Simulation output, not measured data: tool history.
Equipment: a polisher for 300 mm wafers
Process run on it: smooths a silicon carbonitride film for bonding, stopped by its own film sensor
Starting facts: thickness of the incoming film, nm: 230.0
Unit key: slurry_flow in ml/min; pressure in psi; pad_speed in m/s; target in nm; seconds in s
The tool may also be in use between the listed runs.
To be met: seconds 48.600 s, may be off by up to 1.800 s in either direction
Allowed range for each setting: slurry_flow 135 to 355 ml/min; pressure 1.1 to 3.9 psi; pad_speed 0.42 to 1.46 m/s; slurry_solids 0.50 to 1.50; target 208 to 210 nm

run	day	slurry_flow	pressure	pad_speed	slurry_solids	target	seconds
1	0.000	225	2.5	0.94	1.00	208	67.192
2	0.025	225	2.6	0.94	1.00	208	66.214
3	0.379	225	2.1	0.94	1.00	208	75.900
4	0.692	225	2.1	0.76	1.00	208	90.380
5	0.733	245	2.1	0.76	1.00	208	90.726
6	0.938	245	2.1	0.76	1.10	208	87.761
7	1.025	245	2.4	0.76	1.10	208	77.602
8	1.354	245	2.6	0.76	1.10	208	75.002
9	1.717	245	2.8	0.78	1.10	208	68.971
10	1.912	245	3.0	0.78	1.10	208	66.206
11	2.121	245	3.0	0.78	1.10	208	65.808
12	2.208	245	3.2	0.80	1.10	208	60.890
13	2.583	245	3.3	0.80	1.10	208	58.628
14	2.775	245	3.4	0.80	1.10	208	57.441
15	3.083	245	3.5	0.80	1.10	208	56.962
16	3.179	245	3.6	0.82	1.10	208	53.801
17	3.258	250	3.9	0.82	1.10	208	51.361

Of the 5 settings listed for the next run, only one would bring every result within its allowed miss of target. Which one?
A	3.338	185	3.8	0.74	1.30	208	?
B	3.338	320	3.9	0.78	1.05	210	?
C	3.338	195	3.2	1.02	1.15	210	?
D	3.338	270	3.6	0.74	1.10	209	?
E	3.338	225	3.9	0.78	1.35	210	?

move	seconds
A	54.155
B	48.737
C	45.844
D	56.263
E	44.536
A: further off than the last run
B: meets every target
C: takes the biggest miss from the last run beyond its target
D: further off than the last run
E: takes the biggest miss from the last run beyond its target
Correct choice: B, which meets every target
